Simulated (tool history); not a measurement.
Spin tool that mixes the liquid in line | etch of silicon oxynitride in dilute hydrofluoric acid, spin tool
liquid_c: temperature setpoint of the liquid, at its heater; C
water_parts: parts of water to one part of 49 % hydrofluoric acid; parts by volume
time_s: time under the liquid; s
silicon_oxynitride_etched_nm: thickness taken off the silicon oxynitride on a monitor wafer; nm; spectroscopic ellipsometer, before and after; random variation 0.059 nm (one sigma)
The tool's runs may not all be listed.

{"run": 1, "day": 0.0, "liquid_c": 23.0, "water_parts": 190, "time_s": 305, "silicon_oxynitride_etched_nm": 3.3188}
{"run": 2, "day": 0.342, "liquid_c": 23.0, "water_parts": 240, "time_s": 305, "silicon_oxynitride_etched_nm": 2.4734}
{"run": 3, "day": 0.4, "liquid_c": 23.0, "water_parts": 240, "time_s": 305, "silicon_oxynitride_etched_nm": 2.5033}
{"run": 4, "day": 0.592, "liquid_c": 25.0, "water_parts": 240, "time_s": 305, "silicon_oxynitride_etched_nm": 2.7829}
{"run": 5, "day": 0.792, "liquid_c": 25.0, "water_parts": 210, "time_s": 305, "silicon_oxynitride_etched_nm": 3.1749}
{"run": 6, "day": 1.038, "liquid_c": 27.5, "water_parts": 210, "time_s": 305, "silicon_oxynitride_etched_nm": 3.5592}
{"run": 7, "day": 1.35, "liquid_c": 28.5, "water_parts": 200, "time_s": 305, "silicon_oxynitride_etched_nm": 3.9943}

The next listed run, before its measurement:
{"run": 8, "day": 1.567, "liquid_c": 28.5, "water_parts": 200, "time_s": 305, "silicon_oxynitride_etched_nm": "?"}

silicon_oxynitride_etched_nm: 3.9447 nm

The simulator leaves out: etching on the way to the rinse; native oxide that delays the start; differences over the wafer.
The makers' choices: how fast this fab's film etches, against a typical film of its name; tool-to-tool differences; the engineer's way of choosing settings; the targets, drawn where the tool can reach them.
